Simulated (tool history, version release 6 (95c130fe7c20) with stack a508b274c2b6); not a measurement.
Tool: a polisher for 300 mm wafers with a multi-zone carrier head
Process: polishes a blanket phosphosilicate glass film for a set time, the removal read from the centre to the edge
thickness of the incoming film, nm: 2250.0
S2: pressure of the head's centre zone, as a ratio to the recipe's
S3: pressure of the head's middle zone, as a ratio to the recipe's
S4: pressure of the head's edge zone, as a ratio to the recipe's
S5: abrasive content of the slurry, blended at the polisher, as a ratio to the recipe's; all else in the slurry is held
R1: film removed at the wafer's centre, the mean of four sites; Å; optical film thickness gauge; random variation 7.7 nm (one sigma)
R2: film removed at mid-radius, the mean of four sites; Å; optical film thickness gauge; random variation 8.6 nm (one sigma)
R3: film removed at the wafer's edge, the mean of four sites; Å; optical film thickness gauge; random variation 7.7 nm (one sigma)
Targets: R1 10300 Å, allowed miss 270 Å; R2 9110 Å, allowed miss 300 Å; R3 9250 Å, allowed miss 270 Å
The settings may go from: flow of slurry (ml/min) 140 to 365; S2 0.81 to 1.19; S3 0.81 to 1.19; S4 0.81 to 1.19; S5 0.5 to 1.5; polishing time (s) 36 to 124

run 1 day=0 | flow_of_slurry_(ml/min)=235 S2=1 S3=1 S4=1 S5=1 polishing_time_(s)=79 | R1=7446.8 R2=6948.2 R3=7266.5
run 2 day=0.358 | flow_of_slurry_(ml/min)=245 S2=1.02 S3=1.02 S4=1.02 S5=1.05 polishing_time_(s)=79 | R1=7761.6 R2=7378.1 R3=7402.4
run 3 day=0.492 | flow_of_slurry_(ml/min)=245 S2=1.02 S3=0.97 S4=1.02 S5=1.05 polishing_time_(s)=79 | R1=7694.7 R2=6979.8 R3=7487.4
run 4 day=0.625 | flow_of_slurry_(ml/min)=245 S2=1.04 S3=0.98 S4=1.04 S5=1.1 polishing_time_(s)=79 | R1=8061.8 R2=7126.3 R3=7767.5
run 5 day=0.654 | flow_of_slurry_(ml/min)=250 S2=1.06 S3=1 S4=1.06 S5=1.15 polishing_time_(s)=79 | R1=8369.6 R2=7510.1 R3=7882.7
run 6 day=0.858 | flow_of_slurry_(ml/min)=225 S2=1.06 S3=1 S4=1.06 S5=1.15 polishing_time_(s)=79 | R1=8290 R2=7416.6 R3=7808.3
run 7 day=0.9 | flow_of_slurry_(ml/min)=235 S2=1.07 S3=1.01 S4=1.08 S5=1.2 polishing_time_(s)=79 | R1=8543.6 R2=7562 R3=8083.2
run 8 day=1.108 | flow_of_slurry_(ml/min)=245 S2=1.08 S3=1.02 S4=1.09 S5=1.25 polishing_time_(s)=79 | R1=8904 R2=7732.1 R3=8212.3
run 9 day=1.288 | flow_of_slurry_(ml/min)=245 S2=1.08 S3=1.03 S4=1.1 S5=1.3 polishing_time_(s)=79 | R1=8925.2 R2=8061.5 R3=8456.5
run 10 day=1.658 | flow_of_slurry_(ml/min)=250 S2=1.09 S3=1.04 S4=1.11 S5=1.35 polishing_time_(s)=79 | R1=9258.2 R2=8132.7 R3=8625.8
run 11 day=2.025 | flow_of_slurry_(ml/min)=255 S2=1.1 S3=1.05 S4=1.12 S5=1.35 polishing_time_(s)=79 | R1=9222.1 R2=8309.9 R3=8639
run 12 day=2.1 | flow_of_slurry_(ml/min)=260 S2=1.11 S3=1.06 S4=1.13 S5=1.35 polishing_time_(s)=79 | R1=9404.2 R2=8332.7 R3=8872.7
run 13 day=2.454 | flow_of_slurry_(ml/min)=265 S2=1.12 S3=1.07 S4=1.13 S5=1.35 polishing_time_(s)=79 | R1=9514.9 R2=8482.1 R3=8735
run 14 day=2.525 | flow_of_slurry_(ml/min)=270 S2=1.13 S3=1.08 S4=1.14 S5=1.35 polishing_time_(s)=79 | R1=9661.3 R2=8626.4 R3=8894.5
run 15 day=2.638 | flow_of_slurry_(ml/min)=280 S2=1.14 S3=1.08 S4=1.14 S5=1.35 polishing_time_(s)=79 | R1=9810.2 R2=8646.9 R3=8875.6
run 16 day=2.938 | flow_of_slurry_(ml/min)=285 S2=1.14 S3=1.08 S4=1.14 S5=1.35 polishing_time_(s)=79 | R1=9679.3 R2=8568.4 R3=8882.7
run 17 day=3.142 | flow_of_slurry_(ml/min)=285 S2=1.15 S3=1.09 S4=1.14 S5=1.35 polishing_time_(s)=79 | R1=9909 R2=8778.1 R3=8909.4

5 next moves are on the table. One of them brings every result within its allowed miss. Which?
run A day=3.346 | flow_of_slurry_(ml/min)=305 S2=1.1 S3=0.96 S4=1.09 S5=1.1 polishing_time_(s)=91 | R1=? R2=? R3=?
run B day=3.346 | flow_of_slurry_(ml/min)=280 S2=1.08 S3=1.15 S4=1.18 S5=1.45 polishing_time_(s)=80 | R1=? R2=? R3=?
run C day=3.346 | flow_of_slurry_(ml/min)=260 S2=1.14 S3=1.05 S4=1.12 S5=1.3 polishing_time_(s)=80 | R1=? R2=? R3=?
run D day=3.346 | flow_of_slurry_(ml/min)=330 S2=1.11 S3=1.01 S4=1.19 S5=1.5 polishing_time_(s)=79 | R1=? R2=? R3=?
run E day=3.346 | flow_of_slurry_(ml/min)=220 S2=1.13 S3=1.08 S4=1.1 S5=1.5 polishing_time_(s)=83 | R1=? R2=? R3=?

move=A R1=10077 R2=8425 R3=9267.5
move=B R1=9572.9 R2=9502.7 R3=9333.7
move=C R1=9617 R2=8375.1 R3=8687.2
move=D R1=10006 R2=8640.3 R3=9506.2
move=E R1=10158 R2=9164.6 R3=9241.9
A: brings the result that was furthest off to its target, and leaves another outside
B: further off than the last run
C: further off than the last run
D: further off than the last run
E: meets every target
The right move is E.
